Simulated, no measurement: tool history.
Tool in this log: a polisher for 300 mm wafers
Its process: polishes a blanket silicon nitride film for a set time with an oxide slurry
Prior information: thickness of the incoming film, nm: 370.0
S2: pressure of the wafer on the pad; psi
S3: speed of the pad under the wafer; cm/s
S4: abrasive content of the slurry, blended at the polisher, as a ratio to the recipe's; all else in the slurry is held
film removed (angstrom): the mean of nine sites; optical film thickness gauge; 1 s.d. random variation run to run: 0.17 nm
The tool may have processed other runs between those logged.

run 1 hour=0.0 | flow_of_slurry_(ml/min)=205 S2=3.0 S3=104 S4=1.00 polishing_time_(s)=86 | film_removed_(angstrom)=418.27
run 2 hour=4.8 | flow_of_slurry_(ml/min)=205 S2=3.4 S3=104 S4=1.00 polishing_time_(s)=86 | film_removed_(angstrom)=469.59
run 3 hour=11.0 | flow_of_slurry_(ml/min)=205 S2=3.1 S3=100 S4=1.00 polishing_time_(s)=86 | film_removed_(angstrom)=424.35
run 4 hour=11.9 | flow_of_slurry_(ml/min)=205 S2=3.1 S3=100 S4=0.85 polishing_time_(s)=86 | film_removed_(angstrom)=396.00
run 5 hour=18.2 | flow_of_slurry_(ml/min)=205 S2=3.1 S3=88 S4=0.85 polishing_time_(s)=86 | film_removed_(angstrom)=362.81
run 6 hour=19.6 | flow_of_slurry_(ml/min)=205 S2=2.8 S3=88 S4=0.85 polishing_time_(s)=86 | film_removed_(angstrom)=330.18
run 7 hour=22.0 | flow_of_slurry_(ml/min)=205 S2=2.6 S3=88 S4=0.85 polishing_time_(s)=86 | film_removed_(angstrom)=309.71
run 8 hour=26.7 | flow_of_slurry_(ml/min)=205 S2=2.4 S3=88 S4=0.85 polishing_time_(s)=86 | film_removed_(angstrom)=290.70
run 9 hour=28.0 | flow_of_slurry_(ml/min)=205 S2=2.2 S3=88 S4=0.85 polishing_time_(s)=86 | film_removed_(angstrom)=269.96

Predict the results of run 10:
run 10 hour=37.0 | flow_of_slurry_(ml/min)=205 S2=2.1 S3=88 S4=0.85 polishing_time_(s)=86 | film_removed_(angstrom)=?

Run 10 gave film removed (angstrom) 261.49.

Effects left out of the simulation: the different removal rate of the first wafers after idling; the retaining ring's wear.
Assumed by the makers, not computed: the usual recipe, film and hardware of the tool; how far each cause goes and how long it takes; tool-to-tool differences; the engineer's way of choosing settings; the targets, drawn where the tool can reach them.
